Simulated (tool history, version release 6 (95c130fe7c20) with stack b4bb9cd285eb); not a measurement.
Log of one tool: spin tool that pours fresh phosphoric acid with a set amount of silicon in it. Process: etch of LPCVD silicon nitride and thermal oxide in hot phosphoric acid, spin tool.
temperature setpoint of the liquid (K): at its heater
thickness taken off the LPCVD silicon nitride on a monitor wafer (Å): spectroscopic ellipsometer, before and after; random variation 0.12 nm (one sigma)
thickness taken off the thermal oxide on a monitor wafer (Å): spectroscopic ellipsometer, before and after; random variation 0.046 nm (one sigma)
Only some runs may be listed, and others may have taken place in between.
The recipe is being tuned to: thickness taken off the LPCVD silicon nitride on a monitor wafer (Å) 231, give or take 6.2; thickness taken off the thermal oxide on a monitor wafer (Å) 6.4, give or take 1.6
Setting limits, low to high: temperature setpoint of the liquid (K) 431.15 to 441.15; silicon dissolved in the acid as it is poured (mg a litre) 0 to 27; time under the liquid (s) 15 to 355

run,hour,temperature setpoint of the liquid (K),silicon dissolved in the acid as it is poured (mg a litre),time under the liquid (s),thickness taken off the LPCVD silicon nitride on a monitor wafer (Å),thickness taken off the thermal oxide on a monitor wafer (Å)
1,0,436.15,12,180,173.64,4.3619
2,3.9,436.15,6.5,180,175.38,4.7635
3,5,436.15,4,180,174.68,4.9057
4,8.7,436.65,5.5,190,188.47,4.6745
5,13.4,436.65,4,200,197.37,6.2548
6,19.5,437.15,6.5,205,206.16,6.0843
7,22.7,437.65,8.5,210,213.31,5.0873
8,24.1,437.65,7,215,220.13,5.0309
9,25.1,437.65,7,215,218.3,6.7172
10,33.4,437.65,8.5,215,220.08,6.1084
11,38.1,438.15,8.5,215,222.73,6.323
12,39.9,438.15,8.5,215,224.02,6.0231

Which single option among these 5 for the next run brings every result within its allowed miss of target? Just one does.
A,41.7,439.65,27,215,?,?
B,41.7,435.15,27,245,?,?
C,41.7,433.15,27,280,?,?
D,41.7,436.15,5,235,?,?
E,41.7,437.15,27,230,?,?

move,thickness taken off the LPCVD silicon nitride on a monitor wafer (Å),thickness taken off the thermal oxide on a monitor wafer (Å)
A,236.01,4.0327
B,231.89,3.3136
C,247.88,3.2676
D,229.94,6.107
E,232.61,3.6004
A: the worst result of the last run now meets its target, but another is out of spec
B: the worst result of the last run now meets its target, but another is out of spec
C: takes the result that was furthest off past its target
D: hits every target within its allowed miss
E: the worst result of the last run now meets its target, but another is out of spec
The move that meets every target is D.
